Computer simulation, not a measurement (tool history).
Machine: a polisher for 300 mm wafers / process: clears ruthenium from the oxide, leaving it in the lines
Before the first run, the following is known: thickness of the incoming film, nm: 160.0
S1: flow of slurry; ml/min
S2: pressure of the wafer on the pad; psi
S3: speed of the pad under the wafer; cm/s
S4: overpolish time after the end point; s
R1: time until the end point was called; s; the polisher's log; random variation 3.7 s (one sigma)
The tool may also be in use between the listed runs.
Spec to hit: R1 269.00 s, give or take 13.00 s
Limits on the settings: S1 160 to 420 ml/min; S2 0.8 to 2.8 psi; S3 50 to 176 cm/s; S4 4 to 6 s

| run | hour | S1 | S2 | S3 | S4 | R1 |
|---|---|---|---|---|---|---|
| 1 | 0.0 | 270 | 1.8 | 112 | 6 | 135.14 |
| 2 | 5.6 | 270 | 1.6 | 108 | 6 | 156.64 |
| 3 | 6.9 | 270 | 2.0 | 108 | 6 | 127.46 |
| 4 | 7.8 | 270 | 1.8 | 104 | 6 | 148.18 |
| 5 | 12.3 | 270 | 1.6 | 102 | 6 | 164.46 |
| 6 | 20.3 | 270 | 1.4 | 100 | 6 | 189.11 |
| 7 | 25.7 | 270 | 1.3 | 98 | 6 | 210.76 |
| 8 | 26.3 | 270 | 1.3 | 98 | 6 | 213.37 |
| 9 | 32.9 | 270 | 1.2 | 98 | 6 | 227.40 |
| 10 | 40.0 | 270 | 1.1 | 98 | 6 | 244.92 |

Which one of the following 4 next-run settings gets every result inside its allowed miss? There is exactly one.
| A | 47.1 | 360 | 0.8 | 162 | 6 | ? |
| B | 47.1 | 275 | 1.3 | 84 | 6 | ? |
| C | 47.1 | 235 | 1.2 | 84 | 5 | ? |
| D | 47.1 | 270 | 1.2 | 76 | 4 | ? |

| move | R1 |
|---|---|
| A | 200.03 |
| B | 244.16 |
| C | 267.67 |
| D | 290.64 |
A: moves away from the targets compared with the last run
B: no better and no worse than the last run
C: every result within its allowed miss
D: pushes the last run's worst result past its target
The move that meets every target is C.

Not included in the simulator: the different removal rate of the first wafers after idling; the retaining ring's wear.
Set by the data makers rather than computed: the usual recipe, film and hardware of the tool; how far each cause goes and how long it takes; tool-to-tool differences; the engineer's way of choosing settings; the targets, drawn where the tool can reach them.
